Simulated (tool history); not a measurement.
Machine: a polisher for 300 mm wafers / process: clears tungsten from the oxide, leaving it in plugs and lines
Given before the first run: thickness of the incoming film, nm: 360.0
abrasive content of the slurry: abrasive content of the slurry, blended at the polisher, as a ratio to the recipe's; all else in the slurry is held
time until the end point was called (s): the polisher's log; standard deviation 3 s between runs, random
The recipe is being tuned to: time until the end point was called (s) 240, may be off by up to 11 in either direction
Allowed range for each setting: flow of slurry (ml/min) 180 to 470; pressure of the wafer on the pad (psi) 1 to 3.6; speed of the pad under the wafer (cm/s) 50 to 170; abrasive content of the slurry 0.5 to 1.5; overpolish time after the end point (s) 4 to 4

| run | hour | flow of slurry (ml/min) | pressure of the wafer on the pad (psi) | speed of the pad under the wafer (cm/s) | abrasive content of the slurry | overpolish time after the end point (s) | time until the end point was called (s) |
|---|---|---|---|---|---|---|---|
| 1 | 0 | 300 | 2.3 | 110 | 1 | 4 | 133.86 |
| 2 | 1.9 | 300 | 2 | 108 | 1 | 4 | 149.72 |
| 3 | 10.7 | 300 | 1.8 | 104 | 1 | 4 | 164.96 |
| 4 | 14 | 300 | 1.8 | 104 | 0.9 | 4 | 169.8 |
| 5 | 22.9 | 300 | 1.8 | 104 | 0.9 | 4 | 168.46 |
| 6 | 29.2 | 300 | 1.8 | 114 | 0.9 | 4 | 159.19 |
| 7 | 36.1 | 300 | 1.6 | 110 | 0.9 | 4 | 174.33 |
| 8 | 39.6 | 300 | 1.5 | 106 | 0.9 | 4 | 182.43 |

Exactly one of the 5 candidate moves below puts every result within its allowed miss. Which one?
| A | 43.1 | 375 | 1.3 | 68 | 0.65 | 4 | ? |
| B | 43.1 | 335 | 1 | 98 | 0.8 | 4 | ? |
| C | 43.1 | 300 | 1 | 126 | 0.85 | 4 | ? |
| D | 43.1 | 280 | 1.4 | 94 | 0.9 | 4 | ? |
| E | 43.1 | 305 | 1.7 | 120 | 0.75 | 4 | ? |

| move | time until the end point was called (s) |
|---|---|
| A | 275.4 |
| B | 242.68 |
| C | 206.7 |
| D | 206.56 |
| E | 168.7 |
A: carries the result that was furthest off beyond its target, to the other side
B: each result inside its tolerance
C: nearer than the last run, and not there yet
D: nearer than the last run, and not there yet
E: moves away from the targets compared with the last run
Go with B: it meets all targets.

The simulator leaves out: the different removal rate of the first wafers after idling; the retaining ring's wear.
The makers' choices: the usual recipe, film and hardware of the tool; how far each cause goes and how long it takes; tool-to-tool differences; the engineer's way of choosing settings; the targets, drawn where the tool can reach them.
